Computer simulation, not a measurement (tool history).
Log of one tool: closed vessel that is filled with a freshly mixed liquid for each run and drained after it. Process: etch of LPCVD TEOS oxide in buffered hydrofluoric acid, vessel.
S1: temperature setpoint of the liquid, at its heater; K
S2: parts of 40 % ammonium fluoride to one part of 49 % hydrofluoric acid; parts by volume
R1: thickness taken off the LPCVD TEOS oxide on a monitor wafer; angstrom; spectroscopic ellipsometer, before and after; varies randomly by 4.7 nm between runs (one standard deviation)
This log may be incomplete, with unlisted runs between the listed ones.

run 1 day=0 | S1=295.15 S2=13.5 time_in_the_liquid_(s)=90 | R1=2957.4
run 2 day=0.092 | S1=295.15 S2=11.5 time_in_the_liquid_(s)=90 | R1=3425.7
run 3 day=0.454 | S1=295.15 S2=11.5 time_in_the_liquid_(s)=95 | R1=3619.6
run 4 day=0.504 | S1=295.15 S2=11.5 time_in_the_liquid_(s)=90 | R1=3412.7
run 5 day=0.833 | S1=295.15 S2=11.5 time_in_the_liquid_(s)=95 | R1=3594.8
run 6 day=1.192 | S1=295.15 S2=11.5 time_in_the_liquid_(s)=90 | R1=3409.3
run 7 day=1.358 | S1=299.15 S2=9 time_in_the_liquid_(s)=90 | R1=5202.3
run 8 day=1.421 | S1=299.65 S2=9 time_in_the_liquid_(s)=90 | R1=5414

What does the tool deliver on the next run?
run 9 day=1.671 | S1=300.15 S2=9 time_in_the_liquid_(s)=90 | R1=?

For run 9 the tool returned R1 5556.1 angstrom.
